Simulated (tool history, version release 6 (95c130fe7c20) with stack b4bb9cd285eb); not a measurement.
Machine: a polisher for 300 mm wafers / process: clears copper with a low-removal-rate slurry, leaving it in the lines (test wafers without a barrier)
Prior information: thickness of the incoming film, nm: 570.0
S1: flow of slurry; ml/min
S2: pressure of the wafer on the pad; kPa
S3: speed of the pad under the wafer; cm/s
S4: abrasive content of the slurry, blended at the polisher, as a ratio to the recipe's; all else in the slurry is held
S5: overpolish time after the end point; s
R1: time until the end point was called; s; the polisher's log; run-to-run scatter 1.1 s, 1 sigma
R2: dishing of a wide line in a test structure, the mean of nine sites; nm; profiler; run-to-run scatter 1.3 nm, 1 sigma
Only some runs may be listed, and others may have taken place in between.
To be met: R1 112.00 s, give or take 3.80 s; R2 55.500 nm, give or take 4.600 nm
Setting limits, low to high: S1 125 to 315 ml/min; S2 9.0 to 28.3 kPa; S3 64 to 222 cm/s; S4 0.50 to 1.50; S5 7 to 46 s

run  hour   S1    S2   S3    S4  S5      R1      R2
  1   0.0  205  18.6  142  1.00  24  148.17  51.339
  2   5.9  205  18.6  142  1.00  28  148.59  56.219
  3   7.5  205  16.5  142  1.00  28  167.00  50.774
  4  16.6  205  16.5  142  1.10  28  163.34  49.974
  5  19.4  205  16.5  142  1.00  28  168.73  48.745
  6  22.9  205  19.3  142  1.00  28  144.87  58.339
  7  26.7  205  20.0  142  1.00  26  140.92  53.733
  8  31.7  205  20.7  142  1.00  25  134.11  53.060

Exercise: of the 5 proposed moves below, exactly one satisfies all targets within the stated allowed misses. Which move is it?
  A  36.7  130  22.1  200  0.95  19   ?   ?
  B  36.7  225  22.1  162  1.00  28   ?   ?
  C  36.7  220  21.4  152  1.00  22   ?   ?
  D  36.7  245  22.8  150  1.10  20   ?   ?
  E  36.7  190  23.4  154  0.70  22   ?   ?

move      R1      R2
   A  107.38  55.414
   B  113.95  67.170
   C  123.78  55.337
   D  113.88  55.371
   E  122.51  56.388
A: takes the result that was furthest off past its target
B: puts the biggest miss on target and leaves a different result outside tolerance
C: an improvement on the last run, though not all results are within tolerance
D: each result inside its tolerance
E: an improvement on the last run, though not all results are within tolerance
D is the move that brings every result within its allowed miss.

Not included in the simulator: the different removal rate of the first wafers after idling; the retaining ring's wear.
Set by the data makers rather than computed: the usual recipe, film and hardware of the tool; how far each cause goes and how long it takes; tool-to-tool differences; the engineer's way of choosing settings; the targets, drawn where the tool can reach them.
